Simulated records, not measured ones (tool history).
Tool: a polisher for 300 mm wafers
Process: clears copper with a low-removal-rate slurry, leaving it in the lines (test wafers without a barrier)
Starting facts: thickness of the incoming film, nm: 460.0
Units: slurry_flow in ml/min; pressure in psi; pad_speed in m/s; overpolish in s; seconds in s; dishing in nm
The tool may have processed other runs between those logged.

run 1 day=0.000 | slurry_flow=265 pressure=3.4 pad_speed=1.34 slurry_solids=1.0 overpolish=20 | seconds=96.069 dishing=45.979
run 2 day=0.279 | slurry_flow=265 pressure=2.9 pad_speed=1.32 slurry_solids=1.0 overpolish=21 | seconds=109.950 dishing=42.482
run 3 day=0.312 | slurry_flow=265 pressure=3.8 pad_speed=1.32 slurry_solids=1.0 overpolish=21 | seconds=85.219 dishing=49.011
run 4 day=0.475 | slurry_flow=265 pressure=4.6 pad_speed=1.32 slurry_solids=1.0 overpolish=21 | seconds=72.127 dishing=55.607
run 5 day=0.667 | slurry_flow=265 pressure=5.1 pad_speed=1.32 slurry_solids=1.0 overpolish=21 | seconds=64.056 dishing=61.682
run 6 day=0.838 | slurry_flow=265 pressure=4.1 pad_speed=1.24 slurry_solids=1.0 overpolish=23 | seconds=83.125 dishing=52.394
run 7 day=0.867 | slurry_flow=260 pressure=3.4 pad_speed=1.16 slurry_solids=1.0 overpolish=25 | seconds=108.490 dishing=47.822

Estimate the outcome of run 8 from the log above:
run 8 day=1.146 | slurry_flow=260 pressure=2.9 pad_speed=1.14 slurry_solids=1.0 overpolish=25 | seconds=? dishing=?

Run 8 yielded seconds 130.960 s, dishing 44.200 nm.

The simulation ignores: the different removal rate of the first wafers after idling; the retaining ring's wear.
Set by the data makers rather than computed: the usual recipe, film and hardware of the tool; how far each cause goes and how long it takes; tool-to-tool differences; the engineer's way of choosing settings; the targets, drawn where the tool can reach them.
